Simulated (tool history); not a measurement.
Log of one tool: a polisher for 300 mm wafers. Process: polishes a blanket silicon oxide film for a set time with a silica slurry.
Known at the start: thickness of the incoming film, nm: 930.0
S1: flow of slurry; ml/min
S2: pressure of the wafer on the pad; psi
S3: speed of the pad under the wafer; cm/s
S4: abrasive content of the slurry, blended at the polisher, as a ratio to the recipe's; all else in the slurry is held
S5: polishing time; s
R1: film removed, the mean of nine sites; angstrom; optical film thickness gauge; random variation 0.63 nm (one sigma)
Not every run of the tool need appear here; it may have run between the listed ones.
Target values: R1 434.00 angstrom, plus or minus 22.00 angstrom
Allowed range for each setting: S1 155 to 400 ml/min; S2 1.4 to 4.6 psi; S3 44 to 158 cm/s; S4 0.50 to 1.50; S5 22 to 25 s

{"run": 1, "hour": 0.0, "S1": 255, "S2": 3.0, "S3": 100, "S4": 1.0, "S5": 25, "R1": 640.41}
{"run": 2, "hour": 6.8, "S1": 255, "S2": 3.0, "S3": 100, "S4": 0.8, "S5": 25, "R1": 559.96}
{"run": 3, "hour": 12.8, "S1": 255, "S2": 2.9, "S3": 100, "S4": 0.8, "S5": 25, "R1": 526.57}
{"run": 4, "hour": 14.1, "S1": 255, "S2": 2.9, "S3": 100, "S4": 0.9, "S5": 25, "R1": 585.96}
{"run": 5, "hour": 21.5, "S1": 255, "S2": 2.9, "S3": 100, "S4": 0.9, "S5": 22, "R1": 507.4}
{"run": 6, "hour": 27.3, "S1": 205, "S2": 2.9, "S3": 100, "S4": 0.9, "S5": 22, "R1": 483.71}
{"run": 7, "hour": 30.0, "S1": 200, "S2": 2.9, "S3": 100, "S4": 0.9, "S5": 22, "R1": 508.85}
{"run": 8, "hour": 30.8, "S1": 200, "S2": 2.8, "S3": 100, "S4": 0.9, "S5": 22, "R1": 471.12}

5 next moves are on the table. One of them brings every result within its allowed miss. Which?
{"run": "A", "hour": 31.6, "S1": 250, "S2": 2.3, "S3": 100, "S4": 0.85, "S5": 24, "R1": "?"}
{"run": "B", "hour": 31.6, "S1": 190, "S2": 2.3, "S3": 114, "S4": 1.1, "S5": 22, "R1": "?"}
{"run": "C", "hour": 31.6, "S1": 170, "S2": 2.8, "S3": 122, "S4": 0.75, "S5": 25, "R1": "?"}
{"run": "D", "hour": 31.6, "S1": 185, "S2": 2.9, "S3": 102, "S4": 0.9, "S5": 23, "R1": "?"}
{"run": "E", "hour": 31.6, "S1": 255, "S2": 3.1, "S3": 96, "S4": 0.95, "S5": 22, "R1": "?"}

move=A R1=416.78
move=B R1=469.12
move=C R1=537.44
move=D R1=502.81
move=E R1=526.80
A: hits every target within its allowed miss
B: gains on the last run, yet a result remains outside its allowed miss
C: further off than the last run
D: further off than the last run
E: further off than the last run
The move that meets every target is A.

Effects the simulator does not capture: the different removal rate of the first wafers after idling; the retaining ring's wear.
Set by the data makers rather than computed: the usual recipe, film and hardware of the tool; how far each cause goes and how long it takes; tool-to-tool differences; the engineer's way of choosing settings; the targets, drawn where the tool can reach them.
